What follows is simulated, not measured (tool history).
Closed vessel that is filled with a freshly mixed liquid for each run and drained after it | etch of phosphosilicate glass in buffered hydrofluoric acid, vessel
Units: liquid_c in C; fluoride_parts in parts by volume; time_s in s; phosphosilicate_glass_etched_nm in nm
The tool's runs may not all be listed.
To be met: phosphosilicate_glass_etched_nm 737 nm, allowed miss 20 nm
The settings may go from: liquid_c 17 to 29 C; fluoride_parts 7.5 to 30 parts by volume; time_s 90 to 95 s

| run | hour | liquid_c | fluoride_parts | time_s | phosphosilicate_glass_etched_nm |
|---|---|---|---|---|---|
| 1 | 0 | 21 | 21 | 90 | 462.38 |
| 2 | 2.4 | 18 | 21 | 90 | 390.86 |
| 3 | 11.2 | 21 | 20.5 | 90 | 470.79 |
| 4 | 13.2 | 23 | 20.5 | 90 | 522.67 |
| 5 | 19.7 | 23 | 24 | 90 | 461.43 |
| 6 | 23 | 20 | 24 | 90 | 393.14 |
| 7 | 25 | 20 | 24 | 90 | 394.7 |
|  | 33.5 | thermometer replaced |
| 8 | 33.5 | 22.5 | 22.5 | 90 | 423.3 |
| 9 | 39.1 | 24 | 19.5 | 90 | 513.61 |
| 10 | 45.2 | 25.5 | 17.5 | 90 | 614.48 |
| 11 | 46.8 | 26.5 | 17 | 90 | 675.9 |
| 12 | 50.6 | 27 | 17 | 90 | 689.18 |
| 13 | 53.4 | 27.5 | 17 | 90 | 713.43 |

4 next moves are on the table. One of them brings every result within its allowed miss. Which?
| A | 56.2 | 28.5 | 20 | 95 | ? |
| B | 56.2 | 28 | 17.5 | 95 | ? |
| C | 56.2 | 28.5 | 18.5 | 90 | ? |
| D | 56.2 | 27 | 17.5 | 90 | ? |

| move | phosphosilicate_glass_etched_nm |
|---|---|
| A | 671.38 |
| B | 745.5 |
| C | 686.75 |
| D | 669.48 |
A: further off than the last run
B: meets every target
C: further off than the last run
D: further off than the last run
The right move is B.
